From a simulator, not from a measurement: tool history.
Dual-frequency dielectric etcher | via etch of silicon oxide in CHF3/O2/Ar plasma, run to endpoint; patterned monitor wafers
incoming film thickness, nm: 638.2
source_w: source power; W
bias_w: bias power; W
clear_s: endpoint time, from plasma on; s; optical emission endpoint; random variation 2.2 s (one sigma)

run	day	source_w	bias_w	clear_s
1	0	760	134	312.34
2	0.354	870	134	297.11
3	0.533	990	134	286.4
4	0.8	990	155	270.22
5	1.038	930	148	282.85
6	1.25	880	142	290.77

Forecast run 7:
7	1.404	830	136	?

Run 7 gave clear_s 300.07 s.
